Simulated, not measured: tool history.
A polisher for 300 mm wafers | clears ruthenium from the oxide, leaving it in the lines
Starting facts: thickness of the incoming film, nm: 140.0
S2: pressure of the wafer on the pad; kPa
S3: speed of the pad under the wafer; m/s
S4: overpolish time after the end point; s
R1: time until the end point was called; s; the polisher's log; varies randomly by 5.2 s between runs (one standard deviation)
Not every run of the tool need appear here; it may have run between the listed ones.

{"run": 1, "hour": 0.0, "flow of slurry (ml/min)": 240, "S2": 13.1, "S3": 0.76, "S4": 47, "R1": 200.54}
{"run": 2, "hour": 8.7, "flow of slurry (ml/min)": 240, "S2": 11.7, "S3": 0.74, "S4": 47, "R1": 231.82}
{"run": 3, "hour": 16.2, "flow of slurry (ml/min)": 195, "S2": 11.7, "S3": 0.74, "S4": 47, "R1": 241.92}
{"run": 4, "hour": 24.5, "flow of slurry (ml/min)": 195, "S2": 11.0, "S3": 0.74, "S4": 47, "R1": 247.88}
{"run": 5, "hour": 28.0, "flow of slurry (ml/min)": 160, "S2": 11.0, "S3": 0.74, "S4": 47, "R1": 262.45}
{"run": 6, "hour": 29.2, "flow of slurry (ml/min)": 145, "S2": 11.0, "S3": 0.74, "S4": 47, "R1": 264.01}
{"run": 7, "hour": 30.8, "flow of slurry (ml/min)": 145, "S2": 10.3, "S3": 0.74, "S4": 47, "R1": 282.3}
{"run": 8, "hour": 33.5, "flow of slurry (ml/min)": 145, "S2": 9.7, "S3": 0.74, "S4": 47, "R1": 295.79}

Run 9 has not been measured yet. What should we expect?
{"run": 9, "hour": 38.5, "flow of slurry (ml/min)": 145, "S2": 6.9, "S3": 0.72, "S4": 47, "R1": "?"}

Logged for run 9: R1 415.83 s.

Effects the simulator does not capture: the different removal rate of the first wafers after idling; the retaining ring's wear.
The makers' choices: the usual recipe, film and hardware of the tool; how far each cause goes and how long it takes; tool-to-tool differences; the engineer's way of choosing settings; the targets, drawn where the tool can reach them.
